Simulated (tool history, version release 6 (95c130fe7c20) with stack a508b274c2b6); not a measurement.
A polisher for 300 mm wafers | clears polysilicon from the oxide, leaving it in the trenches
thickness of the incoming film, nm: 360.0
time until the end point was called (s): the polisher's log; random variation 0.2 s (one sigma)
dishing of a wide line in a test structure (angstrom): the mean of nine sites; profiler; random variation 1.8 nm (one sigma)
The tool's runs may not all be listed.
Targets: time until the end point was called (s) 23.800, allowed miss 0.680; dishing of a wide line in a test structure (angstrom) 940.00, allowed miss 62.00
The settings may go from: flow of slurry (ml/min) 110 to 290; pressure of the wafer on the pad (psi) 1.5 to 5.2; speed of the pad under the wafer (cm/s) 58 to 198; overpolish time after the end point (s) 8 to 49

| run | hour | flow of slurry (ml/min) | pressure of the wafer on the pad (psi) | speed of the pad under the wafer (cm/s) | overpolish time after the end point (s) | time until the end point was called (s) | dishing of a wide line in a test structure (angstrom) |
|---|---|---|---|---|---|---|---|
| 1 | 0.0 | 185 | 3.3 | 128 | 25 | 17.434 | 927.36 |
| 2 | 3.2 | 185 | 2.5 | 128 | 25 | 23.221 | 952.25 |
| 3 | 4.1 | 210 | 2.5 | 128 | 25 | 23.105 | 901.20 |
| 4 | 7.7 | 200 | 2.5 | 128 | 25 | 22.851 | 913.46 |
| 5 | 9.1 | 200 | 2.5 | 128 | 15 | 23.157 | 842.68 |
| 6 | 15.4 | 200 | 2.1 | 128 | 15 | 26.969 | 832.53 |
| 7 | 16.0 | 195 | 2.2 | 128 | 19 | 26.120 | 902.02 |
| 8 | 22.0 | 195 | 2.3 | 128 | 21 | 24.769 | 886.36 |
| 9 | 24.5 | 190 | 2.3 | 128 | 23 | 24.854 | 911.72 |
| 10 | 26.5 | 190 | 2.3 | 128 | 24 | 24.801 | 919.08 |
| 11 | 28.3 | 190 | 2.3 | 128 | 25 | 25.044 | 936.07 |
|  | 30.1 | head pressure recalibrated |
| 12 | 30.1 | 190 | 2.3 | 128 | 26 | 22.238 | 945.27 |
| 13 | 38.3 | 195 | 2.2 | 128 | 27 | 23.124 | 956.29 |
| 14 | 40.1 | 200 | 2.2 | 128 | 26 | 22.921 | 916.40 |
| 15 | 44.7 | 195 | 2.2 | 128 | 26 | 23.036 | 914.03 |

Which of these 4 next moves meets every target?
| A | 49.3 | 190 | 1.9 | 144 | 32 | ? | ? |
| B | 49.3 | 235 | 1.9 | 150 | 30 | ? | ? |
| C | 49.3 | 290 | 1.8 | 152 | 21 | ? | ? |
| D | 49.3 | 210 | 2.0 | 142 | 27 | ? | ? |

| move | time until the end point was called (s) | dishing of a wide line in a test structure (angstrom) |
|---|---|---|
| A | 23.580 | 916.50 |
| B | 22.091 | 916.52 |
| C | 22.477 | 892.39 |
| D | 22.482 | 911.46 |
A: meets every target
B: further off than the last run
C: further off than the last run
D: further off than the last run
Answer: A

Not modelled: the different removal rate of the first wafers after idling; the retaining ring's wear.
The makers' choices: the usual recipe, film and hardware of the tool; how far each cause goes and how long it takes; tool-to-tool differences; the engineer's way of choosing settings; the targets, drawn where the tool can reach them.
